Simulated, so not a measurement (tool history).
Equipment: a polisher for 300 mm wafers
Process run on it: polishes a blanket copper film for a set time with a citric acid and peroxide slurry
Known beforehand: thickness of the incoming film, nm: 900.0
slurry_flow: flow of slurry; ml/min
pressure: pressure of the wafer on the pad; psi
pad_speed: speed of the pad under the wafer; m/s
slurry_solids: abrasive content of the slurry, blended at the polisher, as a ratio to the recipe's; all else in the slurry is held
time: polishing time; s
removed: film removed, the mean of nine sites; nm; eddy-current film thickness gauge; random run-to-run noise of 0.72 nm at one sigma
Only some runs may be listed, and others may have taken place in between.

run	hour	slurry_flow	pressure	pad_speed	slurry_solids	time	removed
1	0	205	3.3	1.1	1	47	104.98
2	1.5	200	3.1	1.1	1	47	99.111
3	3.1	195	3	1.1	1	47	95.513
4	5.9	165	3	1.1	1	47	92.393
5	7.3	160	3	1.1	1	47	92.361
# hour 9.6: slurry nozzle cleaned
6	9.6	155	3	1.1	1	47	101.56

Run 7, settings as shown, results not yet in. Your forecast:
7	14.8	180	3	1.1	1	47	?

{"run 7": {"removed": 101.94}}
